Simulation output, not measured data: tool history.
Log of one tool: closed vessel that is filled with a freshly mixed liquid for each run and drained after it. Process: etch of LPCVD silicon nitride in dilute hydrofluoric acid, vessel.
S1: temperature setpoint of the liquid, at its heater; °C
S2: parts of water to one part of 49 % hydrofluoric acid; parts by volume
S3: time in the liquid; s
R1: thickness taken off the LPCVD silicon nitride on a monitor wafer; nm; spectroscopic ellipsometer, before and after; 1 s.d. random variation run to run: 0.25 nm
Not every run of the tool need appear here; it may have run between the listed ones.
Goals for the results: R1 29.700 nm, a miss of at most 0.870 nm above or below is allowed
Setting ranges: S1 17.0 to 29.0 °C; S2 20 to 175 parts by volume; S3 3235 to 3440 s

run  hour    S1  S2    S3      R1
  1   0.0  21.0  95  3235  12.384
  2   4.4  21.0  95  3440  13.459
  3   7.6  22.5  90  3440  15.315
  4  13.9  22.5  65  3440  21.226
  5  18.7  22.5  65  3235  20.059
  6  23.8  26.0  65  3235  25.559
  7  29.9  26.5  65  3235  25.922
  8  35.3  27.0  65  3235  26.764
  9  43.9  27.5  65  3235  28.330
 10  51.5  28.0  65  3235  28.659
 11  59.9  28.0  65  3235  28.844

Next run, 4 choices. One meets every target within its allowed miss, the rest don't. Which?
  A  68.3  27.5  65  3235   ?
  B  68.3  27.5  65  3440   ?
  C  68.3  24.5  60  3340   ?
  D  68.3  28.0  70  3330   ?

move      R1
   A  28.459
   B  30.262
   C  26.013
   D  28.137
A: the biggest miss grows against the last run
B: every result within its allowed miss
C: the biggest miss grows against the last run
D: the biggest miss grows against the last run
B is the move that brings every result within its allowed miss.
